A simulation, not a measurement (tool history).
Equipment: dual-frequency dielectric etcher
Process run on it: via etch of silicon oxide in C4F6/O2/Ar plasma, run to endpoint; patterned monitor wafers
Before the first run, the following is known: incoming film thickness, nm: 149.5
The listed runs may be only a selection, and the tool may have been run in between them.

| run | hour | bias power (kW) | source power (kW) | Ar flow (sccm) | endpoint time (s) |
|---|---|---|---|---|---|
| 1 | 0 | 0.533 | 0.25 | 303 | 39.01 |
| 2 | 8.4 | 0.533 | 0.27 | 303 | 38.308 |
| 3 | 16.8 | 0.533 | 0.27 | 279 | 37.984 |
| 4 | 23.1 | 0.499 | 0.26 | 282 | 39.182 |
| 5 | 28.6 | 0.499 | 0.26 | 333 | 39.844 |
| 6 | 29.8 | 0.473 | 0.25 | 335 | 41.065 |
| 7 | 38.6 | 0.453 | 0.25 | 337 | 41.594 |
| 8 | 42 | 0.436 | 0.25 | 338 | 42.307 |

Expected results for the next run?
| 9 | 48.1 | 0.423 | 0.25 | 339 | ? |

Logged for run 9: endpoint time (s) 42.57.
